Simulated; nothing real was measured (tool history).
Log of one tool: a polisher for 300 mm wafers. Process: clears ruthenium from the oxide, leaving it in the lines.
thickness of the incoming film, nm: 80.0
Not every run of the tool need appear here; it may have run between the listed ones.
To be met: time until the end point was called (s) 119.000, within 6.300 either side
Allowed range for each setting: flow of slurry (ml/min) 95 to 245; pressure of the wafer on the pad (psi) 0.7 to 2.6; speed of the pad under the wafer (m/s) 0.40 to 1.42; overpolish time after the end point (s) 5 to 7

run,hour,flow of slurry (ml/min),pressure of the wafer on the pad (psi),speed of the pad under the wafer (m/s),overpolish time after the end point (s),time until the end point was called (s)
1,0.0,155,1.6,0.90,7,85.193
2,4.0,155,1.5,0.90,7,88.402
3,7.2,155,1.4,0.90,7,90.683
4,9.8,155,1.3,0.90,7,93.601
5,17.2,195,1.3,0.90,7,94.309
6,21.5,195,1.3,1.00,7,82.515
7,25.6,195,1.2,0.98,7,91.714
8,30.5,195,1.1,0.98,7,92.673
9,32.9,195,1.1,0.96,7,97.579

5 candidate next runs follow, results not yet known. Just one meets every target within its allowed miss. Identify it.
A,35.3,210,1.2,0.96,5,?
B,35.3,245,1.1,1.18,5,?
C,35.3,220,1.2,1.00,5,?
D,35.3,160,0.8,0.94,5,?
E,35.3,180,1.0,1.04,7,?

move,time until the end point was called (s)
A,91.004
B,76.967
C,87.024
D,118.950
E,94.941
A: misses by more than the last run did
B: misses by more than the last run did
C: misses by more than the last run did
D: hits every target within its allowed miss
E: misses by more than the last run did
So the answer is move D, the one that meets all the targets.
